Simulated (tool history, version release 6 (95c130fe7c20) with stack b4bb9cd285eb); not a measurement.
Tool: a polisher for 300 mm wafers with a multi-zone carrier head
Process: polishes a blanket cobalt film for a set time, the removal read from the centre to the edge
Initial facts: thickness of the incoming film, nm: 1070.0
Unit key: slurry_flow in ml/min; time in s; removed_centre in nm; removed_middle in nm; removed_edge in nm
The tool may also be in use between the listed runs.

run	hour	slurry_flow	centre_zone	middle_zone	edge_zone	time	removed_centre	removed_middle	removed_edge
1	0.0	150	1.00	1.00	1.00	60	225.61	223.45	217.38
2	4.2	175	1.00	1.00	1.00	60	228.80	228.61	223.95
3	11.2	165	0.98	0.99	0.98	59	218.87	218.90	215.31
4	17.4	165	0.98	1.05	0.98	59	223.62	227.21	212.04
5	24.1	165	0.98	1.05	1.02	59	219.16	228.96	218.31
6	31.1	160	0.96	1.04	1.00	58	211.47	221.38	212.34
7	38.7	155	0.94	1.03	0.98	57	197.38	216.75	205.41
8	44.1	150	0.94	1.01	0.96	56	193.70	210.96	197.24
9	48.5	145	0.94	0.99	0.95	55	190.25	200.79	192.87
10	56.1	140	0.93	0.98	0.93	55	184.22	199.76	187.47

Run 11 is up next; what results do you expect?
11	60.9	135	0.92	0.96	0.92	55	?	?	?

{"run 11": {"removed_centre": 181.56, "removed_middle": 194.99, "removed_edge": 188.64}}

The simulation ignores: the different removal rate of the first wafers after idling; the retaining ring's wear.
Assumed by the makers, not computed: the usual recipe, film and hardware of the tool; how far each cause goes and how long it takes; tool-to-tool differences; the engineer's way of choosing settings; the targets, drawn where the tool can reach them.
